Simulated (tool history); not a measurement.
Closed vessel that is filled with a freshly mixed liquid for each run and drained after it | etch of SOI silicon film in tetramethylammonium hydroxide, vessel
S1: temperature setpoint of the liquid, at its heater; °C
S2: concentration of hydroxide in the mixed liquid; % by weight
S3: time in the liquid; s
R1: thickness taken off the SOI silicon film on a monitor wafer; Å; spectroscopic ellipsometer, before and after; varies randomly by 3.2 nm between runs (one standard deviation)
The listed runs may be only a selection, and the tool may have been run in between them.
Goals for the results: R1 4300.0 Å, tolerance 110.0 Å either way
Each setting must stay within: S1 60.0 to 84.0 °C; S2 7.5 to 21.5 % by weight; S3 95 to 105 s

Run 1, hour 0.0: S1 73.0 °C, S2 14.5 % by weight, S3 95 s. Result: R1 6323.9 Å.
Run 2, hour 6.0: S1 73.0 °C, S2 12.0 % by weight, S3 95 s. Result: R1 7085.3 Å.
Run 3, hour 10.3: S1 73.0 °C, S2 12.0 % by weight, S3 105 s. Result: R1 7752.0 Å.
Run 4, hour 18.1: S1 71.5 °C, S2 12.0 % by weight, S3 105 s. Result: R1 7020.6 Å.
Run 5, hour 22.8: S1 67.0 °C, S2 12.0 % by weight, S3 105 s. Result: R1 5438.6 Å.
Run 6, hour 26.2: S1 67.0 °C, S2 10.5 % by weight, S3 105 s. Result: R1 5661.0 Å.
Run 7, hour 33.4: S1 66.5 °C, S2 10.5 % by weight, S3 105 s. Result: R1 5576.9 Å.
Run 8, hour 34.7: S1 66.0 °C, S2 10.5 % by weight, S3 105 s. Result: R1 5296.2 Å.
Run 9, hour 41.1: S1 65.5 °C, S2 10.5 % by weight, S3 105 s. Result: R1 5214.3 Å.
Run 10, hour 43.8: S1 65.0 °C, S2 10.5 % by weight, S3 105 s. Result: R1 5097.1 Å.
Run 11, hour 44.7: S1 64.5 °C, S2 10.5 % by weight, S3 105 s. Result: R1 4862.8 Å.
Run 12, hour 51.5: S1 64.5 °C, S2 10.5 % by weight, S3 105 s. Result: R1 4910.2 Å.
At hour 52.9: thermometer replaced.
Run 13, hour 52.9: S1 64.0 °C, S2 10.5 % by weight, S3 105 s. Result: R1 5502.2 Å.

Of the 5 settings listed for the next run, only one would bring every result within its allowed miss of target. Which one?
Run A, hour 54.3: S1 67.5 °C, S2 11.5 % by weight, S3 105 s. Result: R1 ?.
Run B, hour 54.3: S1 63.5 °C, S2 12.0 % by weight, S3 95 s. Result: R1 ?.
Run C, hour 54.3: S1 62.5 °C, S2 14.5 % by weight, S3 95 s. Result: R1 ?.
Run D, hour 54.3: S1 61.5 °C, S2 11.5 % by weight, S3 95 s. Result: R1 ?.
Run E, hour 54.3: S1 62.0 °C, S2 11.0 % by weight, S3 95 s. Result: R1 ?.

move      R1
   A  6535.4
   B  4568.8
   C  3934.1
   D  4109.6
   E  4308.7
A: further off than the last run
B: moves toward the targets from the last run without getting all of them in spec
C: the result that was furthest off in the last run now lies on the other side of its target
D: the result that was furthest off in the last run now lies on the other side of its target
E: meets every target
Correct choice: E, which meets every target
